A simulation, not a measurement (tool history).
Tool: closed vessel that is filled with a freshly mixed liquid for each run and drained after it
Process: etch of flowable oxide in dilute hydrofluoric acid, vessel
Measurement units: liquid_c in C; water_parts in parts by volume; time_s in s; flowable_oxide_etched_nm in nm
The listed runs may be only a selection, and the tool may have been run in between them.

{"run": 1, "hour": 0.0, "liquid_c": 26, "water_parts": 170, "time_s": 30, "flowable_oxide_etched_nm": 6.5825}
{"run": 2, "hour": 6.9, "liquid_c": 26, "water_parts": 210, "time_s": 30, "flowable_oxide_etched_nm": 5.0652}
{"run": 3, "hour": 14.3, "liquid_c": 23, "water_parts": 210, "time_s": 30, "flowable_oxide_etched_nm": 4.5765}
{"run": 4, "hour": 21.8, "liquid_c": 23, "water_parts": 210, "time_s": 30, "flowable_oxide_etched_nm": 4.5101}
{"run": 5, "hour": 22.8, "liquid_c": 25, "water_parts": 205, "time_s": 30, "flowable_oxide_etched_nm": 5.0681}
{"run": 6, "hour": 24.7, "liquid_c": 27, "water_parts": 200, "time_s": 30, "flowable_oxide_etched_nm": 5.5967}
{"run": 7, "hour": 33.2, "liquid_c": 28.5, "water_parts": 195, "time_s": 30, "flowable_oxide_etched_nm": 6.0359}
{"run": 8, "hour": 40.0, "liquid_c": 29.5, "water_parts": 190, "time_s": 30, "flowable_oxide_etched_nm": 6.3843}

Run 9, settings as shown, results not yet in. Your forecast:
{"run": 9, "hour": 43.4, "liquid_c": 30.5, "water_parts": 185, "time_s": 30, "flowable_oxide_etched_nm": "?"}

flowable_oxide_etched_nm: 6.9124 nm
